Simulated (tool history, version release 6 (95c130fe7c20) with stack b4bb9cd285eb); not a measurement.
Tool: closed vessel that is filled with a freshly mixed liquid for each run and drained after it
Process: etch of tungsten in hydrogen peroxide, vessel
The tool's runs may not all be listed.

run  hour  temperature setpoint of the liquid (K)  concentration of hydrogen peroxide in the mixed liquid (% by weight)  time in the liquid (s)  thickness taken off the tungsten on a monitor wafer (Å)
  1   0.0                                  328.15                                                                  17.0                      30                                                   727.73
  2   1.1                                  324.65                                                                  17.0                      30                                                   588.87
  3   4.8                                  324.65                                                                  18.5                      30                                                   622.73
  4   6.4                                  324.65                                                                  20.5                      30                                                   641.50
  5  12.4                                  324.65                                                                  20.5                      30                                                   636.62
  6  13.0                                  324.65                                                                  20.5                      30                                                   643.75
  7  19.0                                  321.65                                                                  20.5                      30                                                   536.30
  8  20.4                                  319.65                                                                  20.5                      30                                                   468.79
  9  28.3                                  318.15                                                                  20.5                      30                                                   425.69
 10  35.8                                  317.15                                                                  20.5                      30                                                   402.24
 11  39.9                                  316.65                                                                  20.5                      30                                                   396.75
 12  48.0                                  316.15                                                                  20.5                      30                                                   381.39

Run 13 comes next. What will it give?
 13  50.9                                  315.65                                                                  20.5                      30                                                        ?

{"run 13": {"thickness taken off the tungsten on a monitor wafer (Å)": 368.79}}

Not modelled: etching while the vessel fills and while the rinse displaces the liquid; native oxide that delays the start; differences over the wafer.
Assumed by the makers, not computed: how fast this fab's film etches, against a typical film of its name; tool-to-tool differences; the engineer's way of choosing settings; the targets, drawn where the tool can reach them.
